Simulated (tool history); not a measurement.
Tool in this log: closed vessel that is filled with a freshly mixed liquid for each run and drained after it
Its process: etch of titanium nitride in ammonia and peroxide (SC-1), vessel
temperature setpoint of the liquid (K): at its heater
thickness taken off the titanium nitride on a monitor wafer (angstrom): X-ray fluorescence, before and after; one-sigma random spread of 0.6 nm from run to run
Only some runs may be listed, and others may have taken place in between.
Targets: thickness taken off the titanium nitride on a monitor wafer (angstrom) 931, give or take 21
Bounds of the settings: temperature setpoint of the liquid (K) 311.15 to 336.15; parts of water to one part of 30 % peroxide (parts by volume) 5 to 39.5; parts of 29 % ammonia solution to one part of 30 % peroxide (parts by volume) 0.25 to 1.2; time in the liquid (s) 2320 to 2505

run,day,temperature setpoint of the liquid (K),parts of water to one part of 30 % peroxide (parts by volume),parts of 29 % ammonia solution to one part of 30 % peroxide (parts by volume),time in the liquid (s),thickness taken off the titanium nitride on a monitor wafer (angstrom)
1,0,320.15,22,0.95,2320,669.02
2,0.358,321.65,22,0.95,2320,735.68
3,0.529,322.65,22,0.95,2320,788.07
4,0.775,323.65,22,0.95,2320,856.13
5,0.946,323.65,22,0.65,2320,803.35
6,1.146,324.15,22,0.65,2320,820.12
7,1.4,324.65,22,0.65,2320,846.4
8,1.7,324.65,22,0.65,2320,852.95
9,1.95,325.15,22,0.65,2320,869.97

5 next moves are on the table. One of them brings every result within its allowed miss. Which?
A,2.2,326.15,22.5,0.45,2320,?
B,2.2,323.65,22.5,0.75,2320,?
C,2.2,322.65,20,0.9,2320,?
D,2.2,327.65,29,0.65,2385,?
E,2.2,323.15,15.5,0.5,2320,?

move,thickness taken off the titanium nitride on a monitor wafer (angstrom)
A,867.55
B,802.75
C,825.5
D,916.89
E,884.74
A: roughly where the last run was
B: lands further from the targets than the last run did
C: lands further from the targets than the last run did
D: in spec on every target
E: gains on the last run, yet a result remains outside its allowed miss
The move that meets every target is D.
